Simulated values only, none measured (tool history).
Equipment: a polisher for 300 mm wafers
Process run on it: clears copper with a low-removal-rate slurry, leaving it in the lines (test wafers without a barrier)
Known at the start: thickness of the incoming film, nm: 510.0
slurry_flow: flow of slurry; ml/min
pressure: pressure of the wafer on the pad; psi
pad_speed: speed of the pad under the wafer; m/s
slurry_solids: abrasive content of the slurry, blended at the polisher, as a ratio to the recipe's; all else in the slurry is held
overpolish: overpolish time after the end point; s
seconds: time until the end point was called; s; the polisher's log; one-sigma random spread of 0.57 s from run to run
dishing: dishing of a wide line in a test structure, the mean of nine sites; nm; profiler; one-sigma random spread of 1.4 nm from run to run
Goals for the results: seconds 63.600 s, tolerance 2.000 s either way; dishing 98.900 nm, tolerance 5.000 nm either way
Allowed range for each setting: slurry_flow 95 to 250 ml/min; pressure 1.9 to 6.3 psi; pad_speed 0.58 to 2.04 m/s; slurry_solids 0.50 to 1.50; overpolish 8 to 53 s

run  hour  slurry_flow  pressure  pad_speed  slurry_solids  overpolish  seconds  dishing
  1   0.0          160       4.1       1.30           1.00          27  100.420   76.497
  2   2.2          160       4.1       1.30           1.10          27   98.469   77.476
  3   5.7          135       4.1       1.30           1.10          27   99.672   77.403
  4   9.9          135       4.4       1.30           1.10          26   93.571   79.659
  5  18.0          140       4.7       1.30           1.10          25   88.068   82.955
  6  19.8          100       4.7       1.30           1.10          25   90.197   79.301
  7  23.7          105       4.9       1.30           1.10          24   88.116   80.398
  8  30.5          115       5.1       1.30           1.10          23   81.720   77.557
  9  39.1          120       5.2       1.30           1.10          24   80.829   85.721
 10  41.3          165       6.2       1.34           1.10          18   64.094   85.175
 11  49.8          165       6.2       1.34           1.10          18   64.551   82.652

Which of these 4 next moves meets every target?
  A  58.3          175       6.1       1.30           1.10          14        ?        ?
  B  58.3          205       6.0       1.28           1.40          24        ?        ?
  C  58.3          195       5.9       1.38           1.15          30        ?        ?
  D  58.3          165       6.3       1.26           1.15          21        ?        ?

move  seconds  dishing
   A   65.800   65.278
   B   62.875   98.480
   C   62.898  112.060
   D   65.379   88.334
A: further off than the last run
B: all results land within tolerance of their targets
C: carries the result that was furthest off beyond its target, to the other side
D: moves toward the targets from the last run without getting all of them in spec
Correct choice: B, which meets every target
